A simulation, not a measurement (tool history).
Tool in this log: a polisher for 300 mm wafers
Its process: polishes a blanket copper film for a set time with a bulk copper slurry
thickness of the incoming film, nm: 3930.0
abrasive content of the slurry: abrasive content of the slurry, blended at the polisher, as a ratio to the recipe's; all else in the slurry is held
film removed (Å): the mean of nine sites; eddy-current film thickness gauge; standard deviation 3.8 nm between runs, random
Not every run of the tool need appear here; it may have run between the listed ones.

| run | day | flow of slurry (ml/min) | pressure of the wafer on the pad (psi) | speed of the pad under the wafer (cm/s) | abrasive content of the slurry | polishing time (s) | film removed (Å) |
|---|---|---|---|---|---|---|---|
| 1 | 0.000 | 140 | 3.1 | 136 | 1.0 | 49 | 7429.7 |
| 2 | 0.104 | 140 | 3.1 | 136 | 1.0 | 49 | 7401.2 |
| 3 | 0.321 | 140 | 3.1 | 136 | 1.1 | 49 | 7427.5 |
| 4 | 0.404 | 140 | 3.1 | 148 | 1.1 | 49 | 7962.2 |
| 5 | 0.733 | 135 | 2.7 | 140 | 1.1 | 49 | 6643.3 |
| 6 | 0.788 | 130 | 2.4 | 134 | 1.1 | 49 | 5725.6 |
| 7 | 0.971 | 125 | 2.2 | 130 | 1.1 | 49 | 5064.3 |
| 8 | 1.175 | 105 | 1.4 | 124 | 1.1 | 49 | 3049.0 |
| 9 | 1.525 | 110 | 1.4 | 124 | 1.1 | 49 | 3135.6 |

Run 10 comes next. What will it give?
| 10 | 1.858 | 115 | 1.4 | 124 | 1.1 | 49 | ? |

{"run 10": {"film removed (Å)": 3103.0}}
